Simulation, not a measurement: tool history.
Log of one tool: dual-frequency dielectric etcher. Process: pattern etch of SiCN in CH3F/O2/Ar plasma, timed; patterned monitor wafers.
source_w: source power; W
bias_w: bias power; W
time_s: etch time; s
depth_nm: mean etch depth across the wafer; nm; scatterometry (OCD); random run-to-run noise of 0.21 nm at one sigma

run	day	source_w	bias_w	time_s	depth_nm
1	0.000	450	101	62.5	27.645
2	0.167	410	101	62.5	27.098
3	0.346	410	90	62.5	25.291
4	0.379	460	96	62.5	27.498
5	0.638	500	98	62.5	28.283
6	0.796	500	98	57.5	25.870

Predict the results of run 7:
7	1.162	520	107	58.0	?

depth_nm: 27.829 nm
